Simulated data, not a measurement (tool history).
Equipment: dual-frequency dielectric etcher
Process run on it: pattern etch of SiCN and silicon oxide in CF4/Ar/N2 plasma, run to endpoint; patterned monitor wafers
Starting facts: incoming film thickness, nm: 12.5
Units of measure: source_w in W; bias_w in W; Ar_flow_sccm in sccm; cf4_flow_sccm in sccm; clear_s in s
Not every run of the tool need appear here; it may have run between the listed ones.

{"run": 1, "day": 0.0, "source_w": 590, "bias_w": 50, "Ar_flow_sccm": 97, "cf4_flow_sccm": 53, "clear_s": 13.15}
{"run": 2, "day": 0.196, "source_w": 640, "bias_w": 51, "Ar_flow_sccm": 97, "cf4_flow_sccm": 53, "clear_s": 12.127}
{"run": 3, "day": 0.442, "source_w": 640, "bias_w": 51, "Ar_flow_sccm": 97, "cf4_flow_sccm": 49, "clear_s": 12.221}
{"run": 4, "day": 0.688, "source_w": 690, "bias_w": 51, "Ar_flow_sccm": 97, "cf4_flow_sccm": 49, "clear_s": 11.473}
{"run": 5, "day": 0.862, "source_w": 690, "bias_w": 51, "Ar_flow_sccm": 114, "cf4_flow_sccm": 49, "clear_s": 11.859}
{"run": 6, "day": 0.992, "source_w": 750, "bias_w": 51, "Ar_flow_sccm": 114, "cf4_flow_sccm": 49, "clear_s": 10.931}
{"run": 7, "day": 1.112, "source_w": 760, "bias_w": 51, "Ar_flow_sccm": 114, "cf4_flow_sccm": 49, "clear_s": 10.832}
{"run": 8, "day": 1.267, "source_w": 770, "bias_w": 51, "Ar_flow_sccm": 114, "cf4_flow_sccm": 49, "clear_s": 10.652}

Predict the results of run 9:
{"run": 9, "day": 1.4, "source_w": 780, "bias_w": 51, "Ar_flow_sccm": 114, "cf4_flow_sccm": 49, "clear_s": "?"}

clear_s: 10.509 s

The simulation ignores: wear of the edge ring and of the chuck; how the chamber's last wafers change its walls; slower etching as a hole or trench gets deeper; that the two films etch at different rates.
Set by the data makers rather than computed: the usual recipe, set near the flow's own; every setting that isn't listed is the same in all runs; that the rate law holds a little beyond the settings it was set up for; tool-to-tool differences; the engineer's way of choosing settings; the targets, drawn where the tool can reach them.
